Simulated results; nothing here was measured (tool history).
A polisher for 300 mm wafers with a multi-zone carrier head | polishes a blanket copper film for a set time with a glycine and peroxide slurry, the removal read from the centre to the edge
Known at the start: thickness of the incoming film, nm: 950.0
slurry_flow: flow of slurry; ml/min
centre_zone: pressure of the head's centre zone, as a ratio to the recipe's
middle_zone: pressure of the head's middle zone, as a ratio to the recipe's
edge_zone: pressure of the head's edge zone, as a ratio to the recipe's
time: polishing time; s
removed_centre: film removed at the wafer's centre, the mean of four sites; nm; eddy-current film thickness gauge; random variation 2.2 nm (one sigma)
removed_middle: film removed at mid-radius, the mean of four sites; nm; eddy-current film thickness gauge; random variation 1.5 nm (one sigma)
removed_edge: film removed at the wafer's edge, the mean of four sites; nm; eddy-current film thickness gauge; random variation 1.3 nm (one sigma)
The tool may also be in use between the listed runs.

run,day,slurry_flow,centre_zone,middle_zone,edge_zone,time,removed_centre,removed_middle,removed_edge
1,0,180,1,1,1,47,218.76,209.74,211.43
2,0.208,180,1,1,1,41,191.53,184.19,184.76
3,0.5,180,1,1.06,1,41,187,189.53,184.69
4,0.579,175,1,1.03,1,40,179.32,183.99,179.45
5,0.829,175,1.01,1,1,39,182.75,170.61,175.04
6,1.079,175,1.01,1,1,45,206.36,199.84,203.09
7,1.217,170,1.01,0.98,0.99,43,196.74,187.46,189.81
8,1.542,165,1.01,0.96,0.99,42,188.06,175.35,186.53
9,1.775,165,1.02,0.95,0.97,41,185.88,173.67,179.01
10,1.938,160,1.03,0.93,0.96,40,186.07,162.79,175.04
11,2.042,155,1.03,0.92,0.95,40,185.66,160.75,174.96
12,2.321,145,1.02,0.87,0.86,34,157.25,130.29,139.54
13,2.638,150,1.02,0.87,0.87,34,158.11,132.84,140.97

Run 14 comes next. What will it give?
14,2.858,155,1.02,0.87,0.88,34,?,?,?

Run 14 gave removed_centre 155.61 nm, removed_middle 134.87 nm, removed_edge 140.76 nm.

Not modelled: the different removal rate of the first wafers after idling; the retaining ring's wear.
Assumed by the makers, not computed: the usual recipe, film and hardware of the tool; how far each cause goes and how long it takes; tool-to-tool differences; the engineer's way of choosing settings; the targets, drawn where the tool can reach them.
